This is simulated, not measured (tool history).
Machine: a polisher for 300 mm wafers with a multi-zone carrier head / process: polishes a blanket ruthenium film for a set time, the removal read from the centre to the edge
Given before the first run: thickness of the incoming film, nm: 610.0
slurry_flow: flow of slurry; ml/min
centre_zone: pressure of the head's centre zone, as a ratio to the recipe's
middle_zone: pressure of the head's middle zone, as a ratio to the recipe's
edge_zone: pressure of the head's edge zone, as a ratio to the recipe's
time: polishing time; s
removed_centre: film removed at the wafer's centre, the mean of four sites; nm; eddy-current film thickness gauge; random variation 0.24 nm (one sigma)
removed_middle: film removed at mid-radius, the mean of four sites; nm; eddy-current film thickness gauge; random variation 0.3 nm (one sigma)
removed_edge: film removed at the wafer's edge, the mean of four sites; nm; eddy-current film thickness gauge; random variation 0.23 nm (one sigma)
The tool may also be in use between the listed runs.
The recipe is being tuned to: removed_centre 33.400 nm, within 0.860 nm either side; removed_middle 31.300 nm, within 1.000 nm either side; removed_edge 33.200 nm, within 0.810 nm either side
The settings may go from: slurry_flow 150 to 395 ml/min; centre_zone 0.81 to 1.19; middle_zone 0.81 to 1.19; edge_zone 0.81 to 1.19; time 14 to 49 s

| run | hour | slurry_flow | centre_zone | middle_zone | edge_zone | time | removed_centre | removed_middle | removed_edge |
|---|---|---|---|---|---|---|---|---|---|
| 1 | 0.0 | 250 | 1.00 | 1.00 | 1.00 | 31 | 36.249 | 35.925 | 36.395 |
| 2 | 2.8 | 305 | 1.00 | 1.00 | 1.00 | 31 | 36.756 | 36.807 | 37.107 |
| 3 | 9.6 | 305 | 1.00 | 1.00 | 1.00 | 38 | 44.843 | 44.753 | 45.934 |
| 4 | 12.3 | 305 | 1.00 | 1.00 | 0.96 | 38 | 44.596 | 45.292 | 44.601 |
| 5 | 19.0 | 305 | 1.00 | 1.00 | 0.93 | 38 | 44.822 | 44.769 | 43.095 |
| 6 | 25.0 | 305 | 0.93 | 1.00 | 0.93 | 38 | 41.439 | 44.982 | 43.598 |
| 7 | 30.7 | 295 | 0.93 | 0.97 | 0.91 | 37 | 40.928 | 42.511 | 42.250 |
| 8 | 39.6 | 290 | 0.92 | 0.95 | 0.90 | 36 | 39.137 | 41.096 | 40.303 |
| 9 | 41.5 | 285 | 0.92 | 0.93 | 0.90 | 35 | 37.419 | 39.098 | 39.520 |

Which one of the following 4 next-run settings gets every result inside its allowed miss? There is exactly one.
| A | 43.4 | 285 | 0.87 | 0.92 | 0.96 | 32 | ? | ? | ? |
| B | 43.4 | 230 | 0.97 | 0.88 | 0.90 | 30 | ? | ? | ? |
| C | 43.4 | 315 | 1.19 | 0.88 | 0.85 | 29 | ? | ? | ? |
| D | 43.4 | 270 | 0.97 | 0.81 | 1.02 | 37 | ? | ? | ? |

| move | removed_centre | removed_middle | removed_edge |
|---|---|---|---|
| A | 32.729 | 34.950 | 37.232 |
| B | 33.463 | 30.924 | 33.368 |
| C | 41.043 | 30.743 | 32.133 |
| D | 41.970 | 36.186 | 44.222 |
A: nearer the targets than the last run, but a result is still out of spec
B: each result inside its tolerance
C: carries the result that was furthest off beyond its target, to the other side
D: its largest miss is bigger than the last run's
The right move is B.
